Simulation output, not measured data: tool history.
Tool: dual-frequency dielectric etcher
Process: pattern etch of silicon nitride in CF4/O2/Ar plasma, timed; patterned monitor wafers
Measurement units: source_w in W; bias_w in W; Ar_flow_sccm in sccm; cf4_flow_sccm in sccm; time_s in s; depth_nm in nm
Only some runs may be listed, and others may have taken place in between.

run	day	source_w	bias_w	Ar_flow_sccm	cf4_flow_sccm	time_s	depth_nm
1	0	540	62	133	111	237.5	505.13
2	0.296	540	62	133	93	237.5	490
3	0.658	580	63	133	93	237.5	519.7
4	0.842	580	63	147	93	237.5	512.76
5	1.217	580	63	147	93	237.5	514.29
6	1.412	610	64	147	93	237.5	538.05
7	1.525	640	64	147	93	237.5	560.16

Expected results for the next run?
8	1.892	660	64	147	93	237.5	?

Run 8 produced depth_nm 570.59 nm.
